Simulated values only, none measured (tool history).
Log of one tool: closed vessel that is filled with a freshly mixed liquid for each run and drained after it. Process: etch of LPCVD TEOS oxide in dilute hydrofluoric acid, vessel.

run,hour,temperature setpoint of the liquid (°C),parts of water to one part of 49 % hydrofluoric acid (parts by volume),time in the liquid (s),thickness taken off the LPCVD TEOS oxide on a monitor wafer (nm)
1,0,25,60,250,107.54
2,2.7,26.5,60,250,114.31
3,12,27.5,60,250,118.99
4,14.2,28.5,60,250,122.82
5,22.9,26,60,250,112.25
6,26.8,27,60,250,117.35
7,27.8,28,60,250,121.26
8,34.2,29,60,250,123.79
9,42.9,29.5,60,250,128.44

The next listed run, before its measurement:
10,44.6,30,60,250,?

Run 10 gave thickness taken off the LPCVD TEOS oxide on a monitor wafer (nm) 129.21.
